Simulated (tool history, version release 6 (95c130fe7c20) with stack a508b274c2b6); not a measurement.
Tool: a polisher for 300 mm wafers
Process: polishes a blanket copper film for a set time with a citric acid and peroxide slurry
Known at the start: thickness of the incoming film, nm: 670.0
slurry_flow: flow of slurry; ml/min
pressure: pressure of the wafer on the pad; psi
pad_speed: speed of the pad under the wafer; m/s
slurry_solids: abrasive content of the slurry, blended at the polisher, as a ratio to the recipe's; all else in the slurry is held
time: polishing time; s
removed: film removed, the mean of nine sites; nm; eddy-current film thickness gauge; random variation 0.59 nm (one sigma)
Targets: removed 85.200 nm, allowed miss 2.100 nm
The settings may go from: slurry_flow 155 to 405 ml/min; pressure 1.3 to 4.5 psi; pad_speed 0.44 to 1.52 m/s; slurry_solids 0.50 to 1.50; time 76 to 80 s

run 1 hour=0.0 | slurry_flow=260 pressure=2.9 pad_speed=0.98 slurry_solids=1.00 time=76 | removed=152.440
run 2 hour=2.0 | slurry_flow=255 pressure=2.4 pad_speed=0.96 slurry_solids=1.00 time=76 | removed=127.290
run 3 hour=2.5 | slurry_flow=255 pressure=2.4 pad_speed=0.96 slurry_solids=1.00 time=80 | removed=133.140
run 4 hour=4.3 | slurry_flow=290 pressure=2.4 pad_speed=0.96 slurry_solids=1.00 time=80 | removed=136.160
run 5 hour=10.1 | slurry_flow=285 pressure=2.1 pad_speed=0.94 slurry_solids=1.00 time=80 | removed=119.280
run 6 hour=18.6 | slurry_flow=285 pressure=2.1 pad_speed=1.14 slurry_solids=1.00 time=80 | removed=144.870
run 7 hour=23.2 | slurry_flow=285 pressure=1.9 pad_speed=1.06 slurry_solids=1.00 time=80 | removed=125.190
run 8 hour=28.1 | slurry_flow=285 pressure=1.7 pad_speed=1.00 slurry_solids=1.00 time=80 | removed=110.370
run 9 hour=36.7 | slurry_flow=265 pressure=1.3 pad_speed=0.86 slurry_solids=1.00 time=80 | removed=77.349
run 10 hour=42.2 | slurry_flow=285 pressure=1.3 pad_speed=0.86 slurry_solids=1.00 time=80 | removed=79.460
run 11 hour=48.1 | slurry_flow=300 pressure=1.3 pad_speed=0.86 slurry_solids=1.00 time=80 | removed=79.522
run 12 hour=52.6 | slurry_flow=305 pressure=1.3 pad_speed=0.86 slurry_solids=1.00 time=80 | removed=77.922
run 13 hour=55.7 | slurry_flow=305 pressure=1.4 pad_speed=0.86 slurry_solids=1.00 time=80 | removed=83.145

Which of these 4 next moves meets every target?
run A hour=58.8 | slurry_flow=380 pressure=1.4 pad_speed=0.86 slurry_solids=0.95 time=78 | removed=?
run B hour=58.8 | slurry_flow=320 pressure=1.3 pad_speed=0.88 slurry_solids=1.15 time=76 | removed=?
run C hour=58.8 | slurry_flow=320 pressure=1.5 pad_speed=0.84 slurry_solids=0.95 time=76 | removed=?
run D hour=58.8 | slurry_flow=345 pressure=1.7 pad_speed=0.84 slurry_solids=0.85 time=76 | removed=?

move=A removed=81.339
move=B removed=80.336
move=C removed=80.106
move=D removed=85.151
A: further off than the last run
B: further off than the last run
C: further off than the last run
D: meets every target
Move D is the one to make.

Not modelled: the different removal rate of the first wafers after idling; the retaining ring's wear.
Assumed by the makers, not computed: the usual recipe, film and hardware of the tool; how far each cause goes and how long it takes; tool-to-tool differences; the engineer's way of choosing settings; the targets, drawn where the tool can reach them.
